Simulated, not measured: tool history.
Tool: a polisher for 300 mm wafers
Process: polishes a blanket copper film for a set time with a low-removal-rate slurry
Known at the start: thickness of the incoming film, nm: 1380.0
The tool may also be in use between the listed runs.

run  hour  flow of slurry (ml/min)  pressure of the wafer on the pad (psi)  speed of the pad under the wafer (cm/s)  abrasive content of the slurry  polishing time (s)  film removed (Å)
  1     0                      210                                     3.1                                       88                               1                  62            1376.5
  2   4.3                      210                                     3.1                                       80                               1                  62            1256.4
  3  10.2                      210                                     3.4                                       80                               1                  62            1341.8
  4  12.6                      230                                     3.4                                       80                               1                  62            1345.7
  5  15.3                      230                                     3.7                                       82                               1                  62            1456.7
  6  17.1                      230                                       3                                       82                               1                  62            1262.9
  7  24.6                      230                                     3.3                                       84                               1                  62            1352.8
  8  28.3                      230                                     3.6                                       86                               1                  62            1518.4
  9  35.9                      230                                     3.8                                       88                               1                  62            1581.9

Forecast run 10:
 10  41.4                      230                                     4.7                                       96                               1                  62                 ?

film removed (Å): 2024.7
